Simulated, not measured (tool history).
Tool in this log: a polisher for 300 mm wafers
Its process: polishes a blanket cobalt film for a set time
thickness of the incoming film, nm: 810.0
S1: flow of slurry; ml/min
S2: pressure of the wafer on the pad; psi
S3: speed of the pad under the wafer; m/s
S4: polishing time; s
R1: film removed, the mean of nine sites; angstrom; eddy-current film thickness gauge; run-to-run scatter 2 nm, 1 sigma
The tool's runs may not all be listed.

| run | day | S1 | S2 | S3 | S4 | R1 |
|---|---|---|---|---|---|---|
| 1 | 0.000 | 315 | 1.8 | 0.94 | 37 | 1383.3 |
| 2 | 0.171 | 360 | 1.8 | 0.94 | 37 | 1411.4 |
| 3 | 0.300 | 360 | 1.8 | 0.80 | 37 | 1207.1 |
| 4 | 0.671 | 365 | 2.0 | 0.84 | 37 | 1385.2 |
| 5 | 1.033 | 365 | 2.0 | 0.84 | 37 | 1385.8 |
| 6 | 1.129 | 300 | 2.0 | 0.84 | 37 | 1360.7 |
| 7 | 1.312 | 310 | 2.5 | 1.02 | 37 | 2050.8 |

Run 8, settings as shown, results not yet in. Your forecast:
| 8 | 1.458 | 315 | 2.6 | 1.04 | 37 | ? |

R1: 2179.4 angstrom

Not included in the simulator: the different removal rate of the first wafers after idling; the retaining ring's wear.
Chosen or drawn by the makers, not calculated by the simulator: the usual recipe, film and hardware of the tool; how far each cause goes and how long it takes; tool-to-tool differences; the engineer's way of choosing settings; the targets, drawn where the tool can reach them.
